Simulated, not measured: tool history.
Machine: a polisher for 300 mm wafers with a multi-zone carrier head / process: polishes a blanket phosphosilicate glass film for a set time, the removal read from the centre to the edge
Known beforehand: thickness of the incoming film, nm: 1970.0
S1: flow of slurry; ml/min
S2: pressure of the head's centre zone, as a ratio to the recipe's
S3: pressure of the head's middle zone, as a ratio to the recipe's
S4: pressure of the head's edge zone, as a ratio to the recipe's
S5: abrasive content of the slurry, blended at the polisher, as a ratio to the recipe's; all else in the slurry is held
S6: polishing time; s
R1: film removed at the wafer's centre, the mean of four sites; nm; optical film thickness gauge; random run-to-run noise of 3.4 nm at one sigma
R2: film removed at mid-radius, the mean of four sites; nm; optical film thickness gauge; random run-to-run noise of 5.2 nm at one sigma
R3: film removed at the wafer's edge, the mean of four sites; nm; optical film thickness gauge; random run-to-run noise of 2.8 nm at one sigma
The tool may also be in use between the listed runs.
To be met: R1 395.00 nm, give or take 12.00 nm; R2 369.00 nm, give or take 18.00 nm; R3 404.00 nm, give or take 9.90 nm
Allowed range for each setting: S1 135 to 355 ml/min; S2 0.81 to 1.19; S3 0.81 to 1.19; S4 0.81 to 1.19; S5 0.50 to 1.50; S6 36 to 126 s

| run | hour | S1 | S2 | S3 | S4 | S5 | S6 | R1 | R2 | R3 |
|---|---|---|---|---|---|---|---|---|---|---|
| 1 | 0.0 | 225 | 1.00 | 1.00 | 1.00 | 1.00 | 81 | 666.09 | 632.42 | 654.27 |
| 2 | 4.7 | 225 | 1.00 | 0.93 | 1.00 | 1.00 | 81 | 663.75 | 617.90 | 656.08 |
| 3 | 6.9 | 225 | 1.00 | 0.99 | 1.00 | 1.00 | 81 | 657.50 | 639.70 | 664.44 |
| 4 | 9.7 | 225 | 1.00 | 0.99 | 1.00 | 0.90 | 81 | 624.03 | 596.32 | 611.16 |
| 5 | 10.5 | 175 | 1.00 | 0.99 | 1.00 | 0.90 | 81 | 599.53 | 565.33 | 598.78 |
| 6 | 11.4 | 165 | 0.98 | 0.96 | 0.98 | 0.80 | 79 | 513.64 | 498.54 | 537.40 |
| 7 | 19.2 | 165 | 0.98 | 0.94 | 0.96 | 0.75 | 78 | 490.21 | 448.99 | 496.35 |
| 8 | 23.9 | 170 | 0.96 | 0.93 | 0.93 | 0.70 | 78 | 458.09 | 448.60 | 464.11 |
| 9 | 24.7 | 160 | 0.96 | 0.91 | 0.92 | 0.70 | 78 | 446.41 | 422.22 | 460.43 |
| 10 | 26.8 | 160 | 0.95 | 0.89 | 0.90 | 0.70 | 78 | 437.66 | 419.41 | 453.71 |
| 11 | 27.9 | 160 | 0.95 | 0.88 | 0.88 | 0.70 | 78 | 449.46 | 420.31 | 449.17 |
| 12 | 30.1 | 150 | 0.88 | 0.82 | 0.84 | 0.50 | 77 | 295.86 | 279.37 | 315.98 |
| 13 | 32.3 | 175 | 0.90 | 0.84 | 0.87 | 0.50 | 76 | 312.11 | 293.39 | 326.98 |
| 14 | 32.8 | 165 | 0.93 | 0.87 | 0.90 | 0.50 | 75 | 310.30 | 289.73 | 326.26 |
| 15 | 34.7 | 160 | 0.96 | 0.91 | 0.93 | 0.50 | 75 | 320.69 | 307.60 | 324.54 |
| 16 | 38.4 | 225 | 1.01 | 0.90 | 1.03 | 0.75 | 75 | 513.62 | 453.46 | 514.03 |
| 17 | 39.1 | 220 | 0.99 | 0.88 | 0.99 | 0.75 | 75 | 512.35 | 448.74 | 499.75 |
| 18 | 45.6 | 215 | 0.97 | 0.86 | 0.96 | 0.75 | 75 | 493.88 | 423.22 | 498.84 |
| 19 | 48.4 | 225 | 0.95 | 0.86 | 0.93 | 0.75 | 75 | 486.86 | 433.78 | 492.07 |
| 20 | 53.5 | 220 | 0.94 | 0.86 | 0.91 | 0.70 | 75 | 456.74 | 405.13 | 455.37 |
| 21 | 62.3 | 155 | 0.86 | 0.86 | 0.83 | 0.70 | 75 | 387.49 | 398.68 | 424.64 |
| 22 | 64.3 | 155 | 0.87 | 0.85 | 0.83 | 0.70 | 75 | 386.98 | 382.47 | 416.19 |
| 23 | 67.3 | 155 | 0.88 | 0.85 | 0.83 | 0.70 | 75 | 395.87 | 382.33 | 417.75 |
| 24 | 73.1 | 150 | 0.88 | 0.85 | 0.83 | 0.70 | 75 | 393.57 | 378.18 | 417.06 |
| 25 | 76.6 | 145 | 0.89 | 0.85 | 0.82 | 0.70 | 75 | 399.13 | 389.29 | 413.80 |
| 26 | 83.1 | 145 | 0.89 | 0.84 | 0.82 | 0.70 | 75 | 392.01 | 375.16 | 413.11 |
| 27 | 91.0 | 145 | 0.90 | 0.84 | 0.82 | 0.70 | 75 | 398.63 | 377.55 | 415.28 |

Consider the 4 candidate settings below. Which is the only one whose results all fall within their allowed miss of target?
| A | 98.9 | 140 | 0.92 | 0.85 | 0.91 | 0.65 | 82 | ? | ? | ? |
| B | 98.9 | 190 | 0.96 | 0.85 | 0.84 | 0.70 | 70 | ? | ? | ? |
| C | 98.9 | 160 | 0.94 | 0.87 | 0.88 | 0.95 | 57 | ? | ? | ? |
| D | 98.9 | 135 | 0.88 | 0.81 | 0.84 | 0.85 | 67 | ? | ? | ? |

| move | R1 | R2 | R3 |
|---|---|---|---|
| A | 415.86 | 398.46 | 444.50 |
| B | 422.39 | 384.57 | 406.44 |
| C | 397.98 | 378.76 | 404.51 |
| D | 390.52 | 376.90 | 423.07 |
A: misses by more than the last run did
B: gets the furthest-off result to its target, but another result is out of tolerance
C: each result inside its tolerance
D: misses by more than the last run did
Answer: C
